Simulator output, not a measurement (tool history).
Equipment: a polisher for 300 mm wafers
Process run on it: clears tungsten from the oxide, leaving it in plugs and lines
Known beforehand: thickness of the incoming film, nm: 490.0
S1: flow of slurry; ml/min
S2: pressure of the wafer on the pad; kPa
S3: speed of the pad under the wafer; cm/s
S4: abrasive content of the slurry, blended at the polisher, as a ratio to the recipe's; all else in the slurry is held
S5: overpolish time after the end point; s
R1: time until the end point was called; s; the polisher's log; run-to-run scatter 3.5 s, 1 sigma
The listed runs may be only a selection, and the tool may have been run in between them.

{"run": 1, "day": 0.0, "S1": 185, "S2": 21.4, "S3": 126, "S4": 1.0, "S5": 20, "R1": 99.862}
{"run": 2, "day": 0.075, "S1": 185, "S2": 19.3, "S3": 126, "S4": 1.0, "S5": 20, "R1": 110.46}
{"run": 3, "day": 0.167, "S1": 185, "S2": 19.3, "S3": 126, "S4": 1.2, "S5": 20, "R1": 101.64}
{"run": 4, "day": 0.225, "S1": 185, "S2": 16.5, "S3": 116, "S4": 1.2, "S5": 20, "R1": 130.19}
{"run": 5, "day": 0.508, "S1": 185, "S2": 14.5, "S3": 112, "S4": 1.2, "S5": 20, "R1": 145.15}
{"run": 6, "day": 0.742, "S1": 185, "S2": 14.5, "S3": 112, "S4": 1.2, "S5": 20, "R1": 146.89}
{"run": 7, "day": 1.012, "S1": 185, "S2": 13.1, "S3": 108, "S4": 1.2, "S5": 20, "R1": 167.21}
{"run": 8, "day": 1.225, "S1": 185, "S2": 12.4, "S3": 106, "S4": 1.2, "S5": 20, "R1": 174.05}
{"run": 9, "day": 1.333, "S1": 185, "S2": 11.7, "S3": 104, "S4": 1.2, "S5": 20, "R1": 180.02}

What does the tool deliver on the next run?
{"run": 10, "day": 1.592, "S1": 185, "S2": 11.0, "S3": 102, "S4": 1.2, "S5": 20, "R1": "?"}

R1: 197.460 s
